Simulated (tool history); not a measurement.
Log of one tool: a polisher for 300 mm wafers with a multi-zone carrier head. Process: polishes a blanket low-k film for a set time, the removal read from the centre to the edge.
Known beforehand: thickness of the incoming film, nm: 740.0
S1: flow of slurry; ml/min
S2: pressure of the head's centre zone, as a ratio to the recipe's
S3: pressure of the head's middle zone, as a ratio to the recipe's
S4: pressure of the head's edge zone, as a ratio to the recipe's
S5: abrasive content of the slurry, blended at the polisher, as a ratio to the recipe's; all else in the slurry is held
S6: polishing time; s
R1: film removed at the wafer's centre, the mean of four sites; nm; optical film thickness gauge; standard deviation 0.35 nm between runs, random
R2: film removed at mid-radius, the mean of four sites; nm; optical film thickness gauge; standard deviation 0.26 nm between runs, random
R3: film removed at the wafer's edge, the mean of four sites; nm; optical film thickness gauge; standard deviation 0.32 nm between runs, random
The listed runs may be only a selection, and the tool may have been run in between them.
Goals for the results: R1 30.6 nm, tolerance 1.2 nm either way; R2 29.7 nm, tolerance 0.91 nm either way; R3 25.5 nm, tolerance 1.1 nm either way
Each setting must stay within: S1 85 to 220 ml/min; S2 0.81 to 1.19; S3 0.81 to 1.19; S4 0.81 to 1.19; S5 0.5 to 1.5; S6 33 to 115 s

run	hour	S1	S2	S3	S4	S5	S6	R1	R2	R3
1	0	140	1	1	1	1	73	35.274	35.085	34.901
2	8.6	140	1.01	1.01	0.98	0.95	73	35.353	34.872	33.888
3	11.6	140	1.01	1.01	0.96	0.9	73	34.558	33.566	33.435
4	18.7	140	1.02	1.03	0.94	0.85	72	33.137	32.929	31.047
5	26.5	140	1.02	1.1	0.94	0.85	72	33.008	34.723	31.847
6	32.5	140	1.02	1.1	0.88	0.85	72	33.119	34.267	31.33
7	34.4	140	1.03	1.11	0.87	0.8	72	32.098	33.541	30.358
# hour 37.6: slurry nozzle cleaned
8	37.6	140	1.05	1.12	0.86	0.75	72	33.442	34.912	29.734
9	46.5	135	1.05	1.11	0.86	0.7	72	32.711	33.199	28.945
10	52.9	135	1.05	1.11	0.85	0.7	72	33.727	33.123	29.599
11	60.7	135	1.05	1.11	0.85	0.7	71	31.781	33.352	29.157

Of the 4 settings listed for the next run, only one would bring every result within its allowed miss of target. Which one?
A	68.5	120	0.93	1.12	0.91	0.6	83	?	?	?
B	68.5	85	0.84	0.83	0.92	0.85	80	?	?	?
C	68.5	160	1.09	1.1	0.81	0.6	68	?	?	?
D	68.5	170	1.01	0.86	0.84	0.6	80	?	?	?

move	R1	R2	R3
A	30.806	34.666	31.209
B	28.463	29.799	33.18
C	30.769	29.983	25.893
D	34.49	31.035	31.105
A: misses by more than the last run did
B: puts the biggest miss on target and leaves a different result outside tolerance
C: every result lands within tolerance
D: misses by more than the last run did
The move that meets every target is C.
